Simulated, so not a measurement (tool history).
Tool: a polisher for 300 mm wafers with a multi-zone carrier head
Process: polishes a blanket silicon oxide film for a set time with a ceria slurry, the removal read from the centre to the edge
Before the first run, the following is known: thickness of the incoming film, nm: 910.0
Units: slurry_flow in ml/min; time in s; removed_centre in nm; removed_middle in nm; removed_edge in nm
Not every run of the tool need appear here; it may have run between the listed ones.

run,day,slurry_flow,centre_zone,middle_zone,edge_zone,time,removed_centre,removed_middle,removed_edge
1,0,185,1,1,1,42,180.16,183.52,178.77
2,0.079,185,1,1,1,48,204.93,212.16,209.38
3,0.292,185,1.07,1,1,48,216.97,210.75,203.15
4,0.579,185,1.07,1.07,1,48,221.16,225.76,207.42
5,0.612,140,1.07,1.07,1,48,209.19,217.04,203.65
6,0.683,140,1.07,1.11,1,48,211.22,223.55,202.96
7,0.925,145,1.05,1.08,0.98,45,196.33,207.11,184.33
8,1.162,140,1.03,1.04,0.97,43,182.25,190.59,179.53
9,1.288,145,1.02,1.02,0.96,41,172.83,177.83,171.23
10,1.608,155,1.01,1.01,0.95,39,163.91,169.54,162.61
11,1.921,160,1,1,0.94,38,162.13,164.86,155.81
12,2.046,160,0.98,0.98,0.93,37,153.27,156.84,154.05

Estimate the outcome of run 13 from the log above:
13,2.104,160,0.98,0.97,0.92,36,?,?,?

removed_centre: 146.6 nm
removed_middle: 152.28 nm
removed_edge: 149.43 nm
